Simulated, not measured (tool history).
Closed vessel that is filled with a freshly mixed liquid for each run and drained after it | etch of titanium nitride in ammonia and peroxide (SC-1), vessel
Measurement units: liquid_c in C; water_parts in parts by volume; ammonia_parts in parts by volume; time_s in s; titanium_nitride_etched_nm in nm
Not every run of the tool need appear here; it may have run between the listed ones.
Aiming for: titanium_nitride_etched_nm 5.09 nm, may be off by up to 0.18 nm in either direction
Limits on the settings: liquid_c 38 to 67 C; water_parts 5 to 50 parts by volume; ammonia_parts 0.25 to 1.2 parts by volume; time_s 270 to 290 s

run 1 hour=0 | liquid_c=51 water_parts=27.5 ammonia_parts=0.95 time_s=270 | titanium_nitride_etched_nm=12.829
run 2 hour=7.8 | liquid_c=51 water_parts=27.5 ammonia_parts=0.95 time_s=290 | titanium_nitride_etched_nm=13.813
run 3 hour=11.3 | liquid_c=51 water_parts=27.5 ammonia_parts=0.95 time_s=290 | titanium_nitride_etched_nm=13.896
run 4 hour=13.2 | liquid_c=51 water_parts=27.5 ammonia_parts=0.95 time_s=270 | titanium_nitride_etched_nm=12.921
-- hour=15.7 new drum of ammonia solution connected
run 5 hour=15.7 | liquid_c=51 water_parts=33.5 ammonia_parts=0.95 time_s=270 | titanium_nitride_etched_nm=11.733
run 6 hour=17.4 | liquid_c=51 water_parts=33.5 ammonia_parts=0.95 time_s=270 | titanium_nitride_etched_nm=11.853
run 7 hour=24.6 | liquid_c=48.5 water_parts=33.5 ammonia_parts=0.95 time_s=270 | titanium_nitride_etched_nm=9.8193
run 8 hour=33.2 | liquid_c=48.5 water_parts=33.5 ammonia_parts=0.95 time_s=270 | titanium_nitride_etched_nm=9.8043

Which of these 5 next moves meets every target?
run A hour=41.8 | liquid_c=41.5 water_parts=46.5 ammonia_parts=1.15 time_s=270 | titanium_nitride_etched_nm=?
run B hour=41.8 | liquid_c=59.5 water_parts=27.5 ammonia_parts=1 time_s=290 | titanium_nitride_etched_nm=?
run C hour=41.8 | liquid_c=60.5 water_parts=29.5 ammonia_parts=0.9 time_s=290 | titanium_nitride_etched_nm=?
run D hour=41.8 | liquid_c=43 water_parts=34.5 ammonia_parts=0.95 time_s=270 | titanium_nitride_etched_nm=?
run E hour=41.8 | liquid_c=43.5 water_parts=38 ammonia_parts=0.65 time_s=270 | titanium_nitride_etched_nm=?

move=A titanium_nitride_etched_nm=5.0764
move=B titanium_nitride_etched_nm=25.017
move=C titanium_nitride_etched_nm=25.193
move=D titanium_nitride_etched_nm=6.484
move=E titanium_nitride_etched_nm=5.9257
A: all results in spec
B: the biggest miss grows against the last run
C: the biggest miss grows against the last run
D: an improvement on the last run, though not all results are within tolerance
E: an improvement on the last run, though not all results are within tolerance
Move A is the one to make.
